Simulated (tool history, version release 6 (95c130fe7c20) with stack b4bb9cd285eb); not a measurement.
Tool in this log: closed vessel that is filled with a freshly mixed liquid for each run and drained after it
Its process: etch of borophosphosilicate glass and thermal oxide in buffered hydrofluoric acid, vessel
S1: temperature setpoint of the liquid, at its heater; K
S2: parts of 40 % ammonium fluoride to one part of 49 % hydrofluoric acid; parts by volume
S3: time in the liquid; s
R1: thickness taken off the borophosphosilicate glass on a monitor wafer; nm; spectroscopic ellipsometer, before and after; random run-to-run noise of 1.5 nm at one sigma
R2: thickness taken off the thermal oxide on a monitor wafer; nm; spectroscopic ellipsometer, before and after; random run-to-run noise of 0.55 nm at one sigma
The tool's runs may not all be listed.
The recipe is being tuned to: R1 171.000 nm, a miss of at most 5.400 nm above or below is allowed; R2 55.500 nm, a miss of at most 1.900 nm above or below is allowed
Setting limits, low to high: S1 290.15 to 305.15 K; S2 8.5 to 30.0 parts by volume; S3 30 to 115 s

run	hour	S1	S2	S3	R1	R2
1	0.0	298.15	23.5	60	109.780	34.911
2	3.2	298.15	29.0	60	92.926	30.055
3	6.4	298.15	29.0	40	61.568	20.177
4	13.6	300.15	23.0	40	81.364	26.375
5	19.2	300.15	18.0	40	99.294	31.830
6	22.9	300.15	18.0	60	149.280	48.577
7	26.7	300.15	18.0	60	146.960	47.857
8	31.5	300.65	17.5	60	157.930	50.499

4 next moves are on the table. One of them brings every result within its allowed miss. Which?
A	36.3	300.15	12.5	45	?	?
B	36.3	300.65	20.5	75	?	?
C	36.3	298.15	30.0	105	?	?
D	36.3	300.15	19.5	70	?	?

move	R1	R2
A	159.410	52.364
B	168.770	55.556
C	158.950	52.306
D	159.970	52.638
A: better than the last run, though not everything is in spec
B: every result lands within tolerance
C: better than the last run, though not everything is in spec
D: better than the last run, though not everything is in spec
Go with B: it meets all targets.

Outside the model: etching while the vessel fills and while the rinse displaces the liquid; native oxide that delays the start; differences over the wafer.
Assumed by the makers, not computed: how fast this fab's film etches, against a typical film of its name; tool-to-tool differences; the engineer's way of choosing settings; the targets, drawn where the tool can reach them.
